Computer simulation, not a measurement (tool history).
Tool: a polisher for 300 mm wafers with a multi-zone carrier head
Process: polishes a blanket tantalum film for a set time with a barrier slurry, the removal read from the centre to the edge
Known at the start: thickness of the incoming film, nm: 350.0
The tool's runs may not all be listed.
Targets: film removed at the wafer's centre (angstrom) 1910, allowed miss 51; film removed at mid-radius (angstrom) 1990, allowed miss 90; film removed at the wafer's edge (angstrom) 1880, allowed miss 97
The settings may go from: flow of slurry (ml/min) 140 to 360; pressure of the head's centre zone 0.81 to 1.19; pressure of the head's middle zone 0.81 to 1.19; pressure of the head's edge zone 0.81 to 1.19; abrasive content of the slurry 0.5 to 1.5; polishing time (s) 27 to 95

run  hour  flow of slurry (ml/min)  pressure of the head's centre zone  pressure of the head's middle zone  pressure of the head's edge zone  abrasive content of the slurry  polishing time (s)  film removed at the wafer's centre (angstrom)  film removed at mid-radius (angstrom)  film removed at the wafer's edge (angstrom)
  1     0                      230                                   1                                   1                                 1                               1                  61                                           1249                                 1258.8                                       1238.2
  2   2.5                      235                                1.01                                1.01                              1.02                            1.05                  62                                         1286.8                                 1308.3                                       1317.1
  3   5.7                      240                                1.03                                1.03                              1.02                             1.1                  63                                         1347.2                                 1363.3                                       1339.8
  4  12.2                      245                                1.04                                1.05                              1.03                            1.15                  64                                         1413.6                                 1432.7                                       1412.4
  5  15.9                      245                                1.04                                1.05                              0.96                            1.15                  64                                         1418.7                                 1417.3                                       1351.4
  6    17                      245                                1.04                                1.05                              0.96                            1.25                  64                                         1434.7                                 1461.9                                         1390
  7  22.7                      250                                1.05                                1.06                              0.97                             1.3                  65                                         1485.1                                 1537.1                                       1404.9
  8  30.6                      250                                1.06                                1.06                              0.99                             1.3                  66                                         1525.6                                 1539.5                                       1440.8
  9  32.4                      250                                1.06                                1.07                              1.01                             1.3                  67                                         1524.9                                 1589.7                                       1479.7

Which of these 4 next moves meets every target?
  A  34.2                      210                                1.08                                1.02                              0.94                             1.5                  87                                              ?                                      ?                                            ?
  B  34.2                      210                                1.04                                1.09                              1.05                            1.15                  88                                              ?                                      ?                                            ?
  C  34.2                      250                                1.08                                1.06                              1.02                            1.25                  85                                              ?                                      ?                                            ?
  D  34.2                      250                                1.08                                1.19                              0.98                            1.15                  89                                              ?                                      ?                                            ?

move  film removed at the wafer's centre (angstrom)  film removed at mid-radius (angstrom)  film removed at the wafer's edge (angstrom)
   A                                         2065.1                                 1964.4                                       1826.5
   B                                           1914                                 1999.9                                       1851.7
   C                                         2004.3                                 1963.6                                       1825.5
   D                                         2066.8                                 2234.4                                       1841.5
A: takes the result that was furthest off past its target
B: meets every target
C: takes the result that was furthest off past its target
D: takes the result that was furthest off past its target
Answer: B
